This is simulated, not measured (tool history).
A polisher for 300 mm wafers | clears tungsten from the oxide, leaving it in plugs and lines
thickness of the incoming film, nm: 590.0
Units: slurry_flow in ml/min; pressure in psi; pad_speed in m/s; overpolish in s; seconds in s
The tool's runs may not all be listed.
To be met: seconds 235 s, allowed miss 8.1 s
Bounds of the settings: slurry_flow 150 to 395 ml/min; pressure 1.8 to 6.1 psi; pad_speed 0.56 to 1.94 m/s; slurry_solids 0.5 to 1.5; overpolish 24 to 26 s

Run 1, hour 0: slurry_flow 250 ml/min, pressure 3.9 psi, pad_speed 1.24 m/s, slurry_solids 1, overpolish 24 s. Result: seconds 108.01 s.
Run 2, hour 5.4: slurry_flow 290 ml/min, pressure 3.9 psi, pad_speed 1.24 m/s, slurry_solids 1, overpolish 24 s. Result: seconds 106.55 s.
Run 3, hour 12.9: slurry_flow 290 ml/min, pressure 4.9 psi, pad_speed 1.24 m/s, slurry_solids 1, overpolish 24 s. Result: seconds 86.737 s.
Run 4, hour 14.7: slurry_flow 290 ml/min, pressure 4.1 psi, pad_speed 1.14 m/s, slurry_solids 1, overpolish 24 s. Result: seconds 110.95 s.
Run 5, hour 20.3: slurry_flow 290 ml/min, pressure 4.1 psi, pad_speed 1.14 m/s, slurry_solids 1.1, overpolish 24 s. Result: seconds 108.98 s.
Run 6, hour 26.9: slurry_flow 290 ml/min, pressure 3.5 psi, pad_speed 1.06 m/s, slurry_solids 1.1, overpolish 24 s. Result: seconds 135.72 s.
Run 7, hour 28.6: slurry_flow 290 ml/min, pressure 3.1 psi, pad_speed 1.02 m/s, slurry_solids 1.1, overpolish 24 s. Result: seconds 158.24 s.
Run 8, hour 30.8: slurry_flow 290 ml/min, pressure 2.8 psi, pad_speed 1 m/s, slurry_solids 1.1, overpolish 24 s. Result: seconds 180.16 s.
Run 9, hour 37.6: slurry_flow 290 ml/min, pressure 2.6 psi, pad_speed 1 m/s, slurry_solids 1.1, overpolish 24 s. Result: seconds 190.33 s.
Run 10, hour 38.4: slurry_flow 290 ml/min, pressure 2.4 psi, pad_speed 1 m/s, slurry_solids 1.1, overpolish 24 s. Result: seconds 206.04 s.
Run 11, hour 46.2: slurry_flow 290 ml/min, pressure 2.3 psi, pad_speed 1 m/s, slurry_solids 1.1, overpolish 24 s. Result: seconds 216.3 s.

5 next moves are on the table. One of them brings every result within its allowed miss. Which?
Run A, hour 54: slurry_flow 340 ml/min, pressure 2.4 psi, pad_speed 0.98 m/s, slurry_solids 1.4, overpolish 24 s. Result: seconds ?.
Run B, hour 54: slurry_flow 305 ml/min, pressure 3.3 psi, pad_speed 0.66 m/s, slurry_solids 1.3, overpolish 24 s. Result: seconds ?.
Run C, hour 54: slurry_flow 275 ml/min, pressure 2.3 psi, pad_speed 1.1 m/s, slurry_solids 1, overpolish 24 s. Result: seconds ?.
Run D, hour 54: slurry_flow 295 ml/min, pressure 2.3 psi, pad_speed 0.9 m/s, slurry_solids 1.2, overpolish 25 s. Result: seconds ?.
Run E, hour 54: slurry_flow 270 ml/min, pressure 2 psi, pad_speed 1.2 m/s, slurry_solids 1.15, overpolish 24 s. Result: seconds ?.

move  seconds
   A   199.48
   B   219.69
   C   203.42
   D   235.82
   E   207.32
A: further off than the last run
B: nearer than the last run, and not there yet
C: further off than the last run
D: meets every target
E: further off than the last run
Answer: D
